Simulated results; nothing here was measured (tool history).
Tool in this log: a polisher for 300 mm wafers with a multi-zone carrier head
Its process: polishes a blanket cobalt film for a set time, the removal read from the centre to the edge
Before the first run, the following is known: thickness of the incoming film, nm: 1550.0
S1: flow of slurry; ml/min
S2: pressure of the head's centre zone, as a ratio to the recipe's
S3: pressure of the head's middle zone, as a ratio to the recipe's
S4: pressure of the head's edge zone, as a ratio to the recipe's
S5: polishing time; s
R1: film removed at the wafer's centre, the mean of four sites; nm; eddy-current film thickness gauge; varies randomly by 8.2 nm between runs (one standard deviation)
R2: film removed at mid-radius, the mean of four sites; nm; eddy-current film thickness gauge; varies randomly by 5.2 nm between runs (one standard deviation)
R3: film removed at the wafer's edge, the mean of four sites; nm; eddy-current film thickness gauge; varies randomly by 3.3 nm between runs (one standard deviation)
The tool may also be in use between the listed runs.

run	hour	S1	S2	S3	S4	S5	R1	R2	R3
1	0	135	1	1	1	88	361.27	336.69	342.55
2	8.2	135	1	1	1	72	292.55	274.91	284.36
3	16.8	110	1	1	1	72	266.69	263.82	272.69
4	22.7	110	1.06	1	1	72	281.66	266.21	270.82
5	26.2	130	1.06	1.05	1.03	83	353.7	330.45	326.98
6	29.9	145	1.06	1.05	1.03	83	370.14	341.2	334.48
7	37.2	155	1.06	1.09	1.06	90	393.39	389.73	369.6
8	38.5	165	1.09	1.11	1.08	96	436.37	427.63	403.71
9	40.8	175	1.11	1.13	1.09	101	483.46	459.06	428.24
10	47.3	175	1.11	1.13	1.09	101	469.39	457.34	429.89
11	52.8	180	1.13	1.15	1.09	105	516.62	483.47	444.98

Run 12 has not been measured yet. What should we expect?
12	61.1	185	1.13	1.16	1.1	108	?	?	?

R1: 534.26 nm
R2: 506.05 nm
R3: 459.79 nm
